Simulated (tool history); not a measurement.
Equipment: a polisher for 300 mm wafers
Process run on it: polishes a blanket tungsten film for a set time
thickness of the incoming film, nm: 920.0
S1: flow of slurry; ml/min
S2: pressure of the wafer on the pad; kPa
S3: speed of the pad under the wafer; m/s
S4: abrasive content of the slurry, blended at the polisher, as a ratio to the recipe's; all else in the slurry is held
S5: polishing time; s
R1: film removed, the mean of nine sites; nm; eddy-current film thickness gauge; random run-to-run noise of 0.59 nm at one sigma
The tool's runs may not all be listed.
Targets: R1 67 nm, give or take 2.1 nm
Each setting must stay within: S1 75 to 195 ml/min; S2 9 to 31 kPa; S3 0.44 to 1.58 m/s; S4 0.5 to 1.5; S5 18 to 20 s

run	hour	S1	S2	S3	S4	S5	R1
1	0	125	20	1	1	20	78.478
2	2.1	125	20	1	1.2	20	81.291
3	2.7	125	20	1.2	1.2	20	96.681
4	8.6	120	17.9	1.2	1.2	20	86.989
5	9.8	115	16.5	1.2	1.2	20	81.128
6	18.4	115	16.5	1.2	1.2	18	72.624
7	25.9	110	16.5	1.2	1.2	18	71.366
8	29.6	105	16.5	1.2	1.2	18	71.095
9	30.6	100	16.5	1.2	1.2	18	69.438

Consider the 4 candidate settings below. Which is the only one whose results all fall within their allowed miss of target?
A	31.6	75	19.3	1.16	1.35	18	?
B	31.6	105	15.2	1.28	1.2	19	?
C	31.6	130	15.2	1.26	1.1	19	?
D	31.6	100	13.1	1.34	1.25	19	?

move	R1
A	72.935
B	73.483
C	74.487
D	67.487
A: the biggest miss grows against the last run
B: the biggest miss grows against the last run
C: the biggest miss grows against the last run
D: all results land within tolerance of their targets
The right move is D.

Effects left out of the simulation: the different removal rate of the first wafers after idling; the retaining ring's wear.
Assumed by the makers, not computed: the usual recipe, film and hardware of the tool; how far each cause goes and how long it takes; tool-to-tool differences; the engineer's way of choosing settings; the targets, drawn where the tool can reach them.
